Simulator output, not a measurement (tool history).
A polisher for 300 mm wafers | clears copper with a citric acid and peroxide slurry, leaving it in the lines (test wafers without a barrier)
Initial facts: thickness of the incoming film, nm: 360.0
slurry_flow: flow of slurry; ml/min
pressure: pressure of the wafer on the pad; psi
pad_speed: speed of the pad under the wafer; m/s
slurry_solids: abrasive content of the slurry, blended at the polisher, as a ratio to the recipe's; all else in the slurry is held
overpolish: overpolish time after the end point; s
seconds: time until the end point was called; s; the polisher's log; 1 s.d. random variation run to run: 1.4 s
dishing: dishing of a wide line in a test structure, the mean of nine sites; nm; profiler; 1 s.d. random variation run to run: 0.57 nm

run,hour,slurry_flow,pressure,pad_speed,slurry_solids,overpolish,seconds,dishing
1,0.0,160,3.4,1.06,1.00,26,143.69,46.598
2,0.9,170,3.6,1.06,1.00,26,131.07,48.488
3,6.8,180,3.7,1.06,1.00,26,126.96,49.308
4,13.6,180,3.7,1.06,1.15,26,124.75,51.715
5,14.2,185,3.7,1.06,1.15,26,125.52,51.213
6,20.1,185,3.7,0.92,1.15,26,135.35,49.074
7,28.5,190,3.8,0.92,1.15,26,130.57,49.815
8,29.2,195,3.9,0.92,1.15,26,129.27,50.970
9,33.5,195,4.0,0.92,1.15,26,123.63,52.161

Run 10 is up next; what results do you expect?
10,37.2,200,4.0,0.92,1.15,26,?,?

{"run 10": {"seconds": 125.25, "dishing": 52.234}}

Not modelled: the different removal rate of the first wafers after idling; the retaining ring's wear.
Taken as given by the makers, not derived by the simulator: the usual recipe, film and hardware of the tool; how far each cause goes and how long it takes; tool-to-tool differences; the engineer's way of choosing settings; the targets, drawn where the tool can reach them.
